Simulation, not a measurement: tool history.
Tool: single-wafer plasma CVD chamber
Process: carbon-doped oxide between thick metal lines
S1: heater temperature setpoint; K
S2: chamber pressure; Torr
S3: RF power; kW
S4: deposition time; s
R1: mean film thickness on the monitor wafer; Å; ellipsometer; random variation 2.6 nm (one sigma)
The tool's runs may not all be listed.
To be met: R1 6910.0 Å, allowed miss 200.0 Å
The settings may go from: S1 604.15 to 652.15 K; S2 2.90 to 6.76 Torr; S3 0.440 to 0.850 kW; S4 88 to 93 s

run,hour,S1,S2,S3,S4,R1
1,0.0,628.15,4.83,0.645,93,5649.0
2,5.7,628.15,5.34,0.645,93,5737.8
3,9.0,628.15,5.34,0.715,93,6139.0
4,11.8,627.15,5.53,0.745,93,6401.7
5,17.7,626.15,5.69,0.760,93,6531.9
6,19.8,625.15,5.81,0.770,93,6594.0
7,23.8,625.15,5.86,0.785,93,6728.8
8,30.7,625.15,5.86,0.785,93,6698.4

4 next moves are on the table. One of them brings every result within its allowed miss. Which?
A,37.6,624.15,5.94,0.795,88,?
B,37.6,628.15,6.00,0.835,92,?
C,37.6,629.15,5.80,0.770,93,?
D,37.6,632.15,5.53,0.760,93,?

move,R1
A,6417.1
B,6870.1
C,6551.1
D,6416.2
A: further off than the last run
B: meets every target
C: further off than the last run
D: further off than the last run
Move B is the one to make.

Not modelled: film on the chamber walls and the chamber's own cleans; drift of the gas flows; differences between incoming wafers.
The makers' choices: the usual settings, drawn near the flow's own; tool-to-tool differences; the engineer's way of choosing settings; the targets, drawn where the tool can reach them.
